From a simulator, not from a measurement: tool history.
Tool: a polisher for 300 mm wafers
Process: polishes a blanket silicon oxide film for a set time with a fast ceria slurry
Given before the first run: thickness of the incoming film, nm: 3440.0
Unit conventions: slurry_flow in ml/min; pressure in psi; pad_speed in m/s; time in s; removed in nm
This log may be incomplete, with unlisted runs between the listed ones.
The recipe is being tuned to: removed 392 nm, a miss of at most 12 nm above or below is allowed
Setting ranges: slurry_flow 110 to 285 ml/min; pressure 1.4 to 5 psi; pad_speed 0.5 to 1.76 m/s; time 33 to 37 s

run 1 day=0 | slurry_flow=180 pressure=3.2 pad_speed=1.12 time=37 | removed=713.18
run 2 day=0.279 | slurry_flow=180 pressure=3 pad_speed=1.12 time=37 | removed=683.08
run 3 day=0.562 | slurry_flow=180 pressure=3 pad_speed=0.98 time=37 | removed=596.08
run 4 day=0.654 | slurry_flow=180 pressure=3 pad_speed=0.98 time=33 | removed=530.34
run 5 day=0.875 | slurry_flow=180 pressure=2.9 pad_speed=0.98 time=33 | removed=518.66
run 6 day=1.062 | slurry_flow=180 pressure=2.9 pad_speed=0.98 time=37 | removed=576.13
run 7 day=1.383 | slurry_flow=180 pressure=2.7 pad_speed=0.98 time=37 | removed=543.74
run 8 day=1.667 | slurry_flow=180 pressure=2.6 pad_speed=0.98 time=37 | removed=529.49
run 9 day=1.729 | slurry_flow=180 pressure=2.5 pad_speed=0.98 time=37 | removed=518.72
run 10 day=2.1 | slurry_flow=180 pressure=2.4 pad_speed=0.98 time=37 | removed=496.3
run 11 day=2.354 | slurry_flow=160 pressure=1.6 pad_speed=0.98 time=37 | removed=364.84
run 12 day=2.45 | slurry_flow=165 pressure=1.6 pad_speed=0.98 time=37 | removed=369.16
run 13 day=2.608 | slurry_flow=170 pressure=1.6 pad_speed=0.98 time=37 | removed=364.84
run 14 day=2.942 | slurry_flow=175 pressure=1.6 pad_speed=0.98 time=37 | removed=371.03
run 15 day=3.217 | slurry_flow=180 pressure=1.6 pad_speed=0.98 time=37 | removed=368.81
run 16 day=3.579 | slurry_flow=190 pressure=1.8 pad_speed=0.98 time=37 | removed=403.24
run 17 day=3.758 | slurry_flow=185 pressure=1.8 pad_speed=0.98 time=37 | removed=404.53

5 candidate next runs follow, results not yet known. Just one meets every target within its allowed miss. Identify it.
run A day=3.938 | slurry_flow=110 pressure=1.4 pad_speed=1.56 time=33 | removed=?
run B day=3.938 | slurry_flow=180 pressure=2 pad_speed=0.96 time=36 | removed=?
run C day=3.938 | slurry_flow=165 pressure=2 pad_speed=0.92 time=36 | removed=?
run D day=3.938 | slurry_flow=185 pressure=2.1 pad_speed=1.02 time=34 | removed=?
run E day=3.938 | slurry_flow=195 pressure=1.9 pad_speed=1 time=36 | removed=?

move=A removed=430
move=B removed=417.11
move=C removed=394.52
move=D removed=434.89
move=E removed=423.15
A: misses by more than the last run did
B: misses by more than the last run did
C: in spec on every target
D: misses by more than the last run did
E: misses by more than the last run did
Move C is the one to make.

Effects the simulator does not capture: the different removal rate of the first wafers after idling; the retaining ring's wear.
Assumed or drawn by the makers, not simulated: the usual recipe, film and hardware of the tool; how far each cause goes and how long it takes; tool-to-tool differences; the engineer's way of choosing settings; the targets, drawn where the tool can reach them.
